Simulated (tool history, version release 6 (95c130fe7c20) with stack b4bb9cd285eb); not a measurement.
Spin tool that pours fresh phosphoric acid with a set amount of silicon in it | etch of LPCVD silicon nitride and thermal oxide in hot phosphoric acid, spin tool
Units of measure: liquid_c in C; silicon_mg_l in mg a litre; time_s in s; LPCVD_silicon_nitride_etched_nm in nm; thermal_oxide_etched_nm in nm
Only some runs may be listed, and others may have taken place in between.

run	hour	liquid_c	silicon_mg_l	time_s	LPCVD_silicon_nitride_etched_nm	thermal_oxide_etched_nm
1	0	160	9	115	7.8232	0.24452
2	3	161.5	9	125	8.9732	0.34996
3	11.5	162	11.5	135	9.7508	0.3745
4	12.2	162	11.5	90	6.5215	0.23964
5	15.3	162	11.5	45	3.261	0.13078
6	19.5	162.5	13	75	5.5229	0.25823

What will run 7 give?
7	20.3	162	15	90	?	?

{"run 7": {"LPCVD_silicon_nitride_etched_nm": 6.493, "thermal_oxide_etched_nm": 0.24137}}
